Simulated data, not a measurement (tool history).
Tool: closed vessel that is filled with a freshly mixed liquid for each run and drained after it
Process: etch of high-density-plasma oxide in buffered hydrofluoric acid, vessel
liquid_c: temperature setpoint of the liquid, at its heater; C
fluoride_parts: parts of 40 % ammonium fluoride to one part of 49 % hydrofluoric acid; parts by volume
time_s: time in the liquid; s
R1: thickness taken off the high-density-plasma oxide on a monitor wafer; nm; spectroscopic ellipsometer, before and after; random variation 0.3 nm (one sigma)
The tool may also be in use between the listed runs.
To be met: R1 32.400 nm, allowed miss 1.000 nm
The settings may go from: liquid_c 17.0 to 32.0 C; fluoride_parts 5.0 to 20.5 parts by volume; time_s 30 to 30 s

{"run": 1, "day": 0.0, "liquid_c": 25.0, "fluoride_parts": 12.5, "time_s": 30, "R1": 64.482}
{"run": 2, "day": 0.338, "liquid_c": 24.0, "fluoride_parts": 13.0, "time_s": 30, "R1": 58.895}
{"run": 3, "day": 0.712, "liquid_c": 24.0, "fluoride_parts": 13.0, "time_s": 30, "R1": 58.146}
{"run": 4, "day": 0.862, "liquid_c": 24.0, "fluoride_parts": 10.0, "time_s": 30, "R1": 75.482}
{"run": 5, "day": 1.071, "liquid_c": 23.0, "fluoride_parts": 11.0, "time_s": 30, "R1": 64.982}
{"run": 6, "day": 1.254, "liquid_c": 22.0, "fluoride_parts": 11.5, "time_s": 30, "R1": 58.761}
{"run": 7, "day": 1.383, "liquid_c": 21.5, "fluoride_parts": 12.0, "time_s": 30, "R1": 54.542}
{"run": 8, "day": 1.7, "liquid_c": 21.0, "fluoride_parts": 12.5, "time_s": 30, "R1": 50.728}
{"run": 9, "day": 2.075, "liquid_c": 20.5, "fluoride_parts": 13.0, "time_s": 30, "R1": 47.72}
{"run": 10, "day": 2.242, "liquid_c": 20.0, "fluoride_parts": 13.5, "time_s": 30, "R1": 44.899}
{"run": 11, "day": 2.458, "liquid_c": 19.5, "fluoride_parts": 14.0, "time_s": 30, "R1": 42.453}
{"run": 12, "day": 2.688, "liquid_c": 19.0, "fluoride_parts": 14.0, "time_s": 30, "R1": 40.764}
{"run": 13, "day": 2.958, "liquid_c": 18.5, "fluoride_parts": 14.0, "time_s": 30, "R1": 40.655}
{"run": 14, "day": 3.25, "liquid_c": 18.5, "fluoride_parts": 14.5, "time_s": 30, "R1": 38.796}
{"run": 15, "day": 3.488, "liquid_c": 17.5, "fluoride_parts": 15.5, "time_s": 30, "R1": 33.507}

4 next moves are on the table. One of them brings every result within its allowed miss. Which?
{"run": "A", "day": 3.725, "liquid_c": 19.0, "fluoride_parts": 16.5, "time_s": 30, "R1": "?"}
{"run": "B", "day": 3.725, "liquid_c": 17.0, "fluoride_parts": 16.0, "time_s": 30, "R1": "?"}
{"run": "C", "day": 3.725, "liquid_c": 20.0, "fluoride_parts": 17.5, "time_s": 30, "R1": "?"}
{"run": "D", "day": 3.725, "liquid_c": 20.0, "fluoride_parts": 17.0, "time_s": 30, "R1": "?"}

move=A R1=34.758
move=B R1=31.980
move=C R1=34.696
move=D R1=35.704
A: further off than the last run
B: meets every target
C: further off than the last run
D: further off than the last run
Answer: B
